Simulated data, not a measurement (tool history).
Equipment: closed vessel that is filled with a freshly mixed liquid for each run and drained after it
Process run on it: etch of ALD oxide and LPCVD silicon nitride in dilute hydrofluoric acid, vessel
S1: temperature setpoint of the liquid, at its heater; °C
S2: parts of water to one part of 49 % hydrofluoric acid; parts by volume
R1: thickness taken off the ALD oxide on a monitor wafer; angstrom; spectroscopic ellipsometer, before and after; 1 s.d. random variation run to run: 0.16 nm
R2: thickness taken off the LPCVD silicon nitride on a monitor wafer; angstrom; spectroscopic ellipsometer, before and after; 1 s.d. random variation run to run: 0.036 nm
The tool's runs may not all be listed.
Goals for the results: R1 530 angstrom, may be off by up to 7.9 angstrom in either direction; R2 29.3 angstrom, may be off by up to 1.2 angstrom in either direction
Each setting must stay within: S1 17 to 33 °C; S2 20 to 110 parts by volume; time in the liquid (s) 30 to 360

run 1 hour=0 | S1=25 S2=60 time_in_the_liquid_(s)=185 | R1=315.32 R2=16.547
run 2 hour=9.1 | S1=26.5 S2=55 time_in_the_liquid_(s)=185 | R1=370.42 R2=20.425
run 3 hour=11 | S1=25 S2=55 time_in_the_liquid_(s)=185 | R1=346.72 R2=18.844
run 4 hour=13.6 | S1=25 S2=65 time_in_the_liquid_(s)=185 | R1=288.76 R2=15.829
run 5 hour=15.5 | S1=25 S2=65 time_in_the_liquid_(s)=125 | R1=195.43 R2=10.642
run 6 hour=16.8 | S1=25 S2=85 time_in_the_liquid_(s)=125 | R1=145.7 R2=8.3148
run 7 hour=23.3 | S1=25 S2=85 time_in_the_liquid_(s)=125 | R1=145.65 R2=8.091
run 8 hour=30 | S1=26.5 S2=65 time_in_the_liquid_(s)=125 | R1=207.39 R2=11.67

Which of these 4 next moves meets every target?
run A hour=36.7 | S1=26.5 S2=40 time_in_the_liquid_(s)=195 | R1=? R2=?
run B hour=36.7 | S1=23 S2=35 time_in_the_liquid_(s)=200 | R1=? R2=?
run C hour=36.7 | S1=22.5 S2=35 time_in_the_liquid_(s)=200 | R1=? R2=?
run D hour=36.7 | S1=27 S2=45 time_in_the_liquid_(s)=210 | R1=? R2=?

move=A R1=546.44 R2=29.115
move=B R1=558.04 R2=26.853
move=C R1=546.43 R2=25.948
move=D R1=529.98 R2=28.88
A: pushes the last run's worst result past its target
B: pushes the last run's worst result past its target
C: pushes the last run's worst result past its target
D: every result lands within tolerance
Answer: D
